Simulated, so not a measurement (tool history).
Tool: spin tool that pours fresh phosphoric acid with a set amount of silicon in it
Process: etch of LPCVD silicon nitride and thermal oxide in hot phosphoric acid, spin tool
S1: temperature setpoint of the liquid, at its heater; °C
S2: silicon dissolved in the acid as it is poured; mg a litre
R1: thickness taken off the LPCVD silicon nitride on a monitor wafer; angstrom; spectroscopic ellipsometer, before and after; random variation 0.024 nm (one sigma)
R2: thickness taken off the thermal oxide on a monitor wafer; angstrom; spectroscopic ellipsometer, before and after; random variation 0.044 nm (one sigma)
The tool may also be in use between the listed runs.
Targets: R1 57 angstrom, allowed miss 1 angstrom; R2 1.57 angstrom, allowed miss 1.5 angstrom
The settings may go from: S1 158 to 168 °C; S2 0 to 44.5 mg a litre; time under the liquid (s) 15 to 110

Run 1, hour 0: S1 163 °C, S2 19.5 mg a litre, time under the liquid (s) 55. Result: R1 45.948 angstrom, R2 1.2838 angstrom.
Run 2, hour 1.9: S1 163 °C, S2 19.5 mg a litre, time under the liquid (s) 45. Result: R1 37.667 angstrom, R2 1.443 angstrom.
Run 3, hour 5.1: S1 163.5 °C, S2 20 mg a litre, time under the liquid (s) 45. Result: R1 38.098 angstrom, R2 1.0331 angstrom.
Run 4, hour 7.2: S1 163.5 °C, S2 20 mg a litre, time under the liquid (s) 65. Result: R1 55.036 angstrom, R2 2.3993 angstrom.
Run 5, hour 8.5: S1 163.5 °C, S2 20 mg a litre, time under the liquid (s) 85. Result: R1 72.07 angstrom, R2 1.1611 angstrom.
Run 6, hour 16.8: S1 163.5 °C, S2 13.5 mg a litre, time under the liquid (s) 85. Result: R1 72.208 angstrom, R2 2.8471 angstrom.
Run 7, hour 17.3: S1 163 °C, S2 13.5 mg a litre, time under the liquid (s) 85. Result: R1 71.318 angstrom, R2 1.7303 angstrom.
Run 8, hour 25.8: S1 162.5 °C, S2 11.5 mg a litre, time under the liquid (s) 85. Result: R1 70.354 angstrom, R2 0.78852 angstrom.
Run 9, hour 26.9: S1 162.5 °C, S2 11 mg a litre, time under the liquid (s) 85. Result: R1 69.494 angstrom, R2 2.1618 angstrom.
Run 10, hour 32: S1 162 °C, S2 9.5 mg a litre, time under the liquid (s) 85. Result: R1 68.769 angstrom, R2 3.6101 angstrom.
Run 11, hour 34.5: S1 161.5 °C, S2 12 mg a litre, time under the liquid (s) 85. Result: R1 67.951 angstrom, R2 2.4962 angstrom.
Run 12, hour 36.9: S1 161.5 °C, S2 13.5 mg a litre, time under the liquid (s) 85. Result: R1 67.782 angstrom, R2 3.042 angstrom.
Run 13, hour 45.7: S1 161.5 °C, S2 11.5 mg a litre, time under the liquid (s) 85. Result: R1 67.18 angstrom, R2 3.114 angstrom.
Run 14, hour 46.4: S1 161.5 °C, S2 12.5 mg a litre, time under the liquid (s) 85. Result: R1 67.387 angstrom, R2 3.0662 angstrom.
Run 15, hour 52.3: S1 161.5 °C, S2 11.5 mg a litre, time under the liquid (s) 85. Result: R1 67.738 angstrom, R2 2.873 angstrom.
Run 16, hour 56.8: S1 161.5 °C, S2 12.5 mg a litre, time under the liquid (s) 85. Result: R1 67.847 angstrom, R2 2.6915 angstrom.
Run 17, hour 64.7: S1 161.5 °C, S2 13 mg a litre, time under the liquid (s) 85. Result: R1 67.217 angstrom, R2 2.5857 angstrom.
Run 18, hour 68.9: S1 159 °C, S2 19 mg a litre, time under the liquid (s) 80. Result: R1 58.459 angstrom, R2 2.3229 angstrom.
Run 19, hour 76: S1 159 °C, S2 20 mg a litre, time under the liquid (s) 80. Result: R1 58.217 angstrom, R2 1.8286 angstrom.
Run 20, hour 77.6: S1 159 °C, S2 20.5 mg a litre, time under the liquid (s) 80. Result: R1 58.249 angstrom, R2 0.8311 angstrom.
Run 21, hour 84.2: S1 159 °C, S2 19.5 mg a litre, time under the liquid (s) 80. Result: R1 58.62 angstrom, R2 1.296 angstrom.
Run 22, hour 91.2: S1 159 °C, S2 19 mg a litre, time under the liquid (s) 80. Result: R1 58.142 angstrom, R2 1.2113 angstrom.
Run 23, hour 96.9: S1 159 °C, S2 18.5 mg a litre, time under the liquid (s) 80. Result: R1 58.372 angstrom, R2 1.7264 angstrom.

Which of these 5 next moves meets every target?
Run A, hour 102.6: S1 160 °C, S2 13.5 mg a litre, time under the liquid (s) 75. Result: R1 ?, R2 ?.
Run B, hour 102.6: S1 160 °C, S2 19.5 mg a litre, time under the liquid (s) 80. Result: R1 ?, R2 ?.
Run C, hour 102.6: S1 159.5 °C, S2 18.5 mg a litre, time under the liquid (s) 80. Result: R1 ?, R2 ?.
Run D, hour 102.6: S1 158.5 °C, S2 18 mg a litre, time under the liquid (s) 85. Result: R1 ?, R2 ?.
Run E, hour 102.6: S1 159.5 °C, S2 14.5 mg a litre, time under the liquid (s) 80. Result: R1 ?, R2 ?.

move      R1      R2
   A  56.602  2.3883
   B  60.376  2.1792
   C  59.369   2.159
   D  60.987  2.1586
   E  59.369  2.3957
A: meets every target
B: further off than the last run
C: further off than the last run
D: further off than the last run
E: further off than the last run
The right move is A.

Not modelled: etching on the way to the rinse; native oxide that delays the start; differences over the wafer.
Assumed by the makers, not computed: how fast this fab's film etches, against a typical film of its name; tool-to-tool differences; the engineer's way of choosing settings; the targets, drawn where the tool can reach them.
